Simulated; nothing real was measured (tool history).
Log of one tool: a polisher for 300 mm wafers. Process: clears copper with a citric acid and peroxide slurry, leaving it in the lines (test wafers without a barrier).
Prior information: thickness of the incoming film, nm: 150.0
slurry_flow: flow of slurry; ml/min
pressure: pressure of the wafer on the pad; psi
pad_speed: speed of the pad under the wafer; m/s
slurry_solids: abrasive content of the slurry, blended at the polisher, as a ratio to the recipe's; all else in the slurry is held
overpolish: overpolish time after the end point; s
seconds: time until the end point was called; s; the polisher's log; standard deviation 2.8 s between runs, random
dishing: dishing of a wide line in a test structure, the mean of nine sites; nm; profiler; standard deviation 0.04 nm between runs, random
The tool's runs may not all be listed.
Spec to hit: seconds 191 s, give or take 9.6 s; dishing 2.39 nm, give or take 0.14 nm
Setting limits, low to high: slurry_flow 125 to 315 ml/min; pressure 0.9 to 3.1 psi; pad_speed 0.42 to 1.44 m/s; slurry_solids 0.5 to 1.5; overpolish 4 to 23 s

run	hour	slurry_flow	pressure	pad_speed	slurry_solids	overpolish	seconds	dishing
1	0	205	2	0.92	1	12	127.93	10.221
2	8.4	205	2.2	0.92	1	12	118.97	11.051
3	10.9	205	2.2	0.92	1.1	12	110.42	11.096
4	15.6	205	2.2	0.92	1.2	12	108.08	11.839
5	23.6	210	2.2	0.84	1.1	11	121.15	9.7633
6	28.2	220	2.1	0.78	1.15	10	128.72	8.2842
7	33.5	275	1.5	0.52	1.4	4	221.65	2.0879
8	38.6	285	1.6	0.52	1.45	4	209.34	2.1924

Next run, 5 choices. One meets every target within its allowed miss, the rest don't. Which?
A	43.7	315	1.5	0.52	1.5	4	?	?
B	43.7	315	1.6	0.46	1.5	4	?	?
C	43.7	290	1.8	0.42	1.35	5	?	?
D	43.7	280	1.7	0.58	1.2	4	?	?
E	43.7	215	1.5	0.54	1.45	4	?	?

move	seconds	dishing
A	214	2.1664
B	218.99	2.1188
C	216.53	2.6685
D	190.45	2.4304
E	218.25	2.1248
A: moves away from the targets compared with the last run
B: moves away from the targets compared with the last run
C: moves away from the targets compared with the last run
D: each result inside its tolerance
E: moves away from the targets compared with the last run
D meets every target.
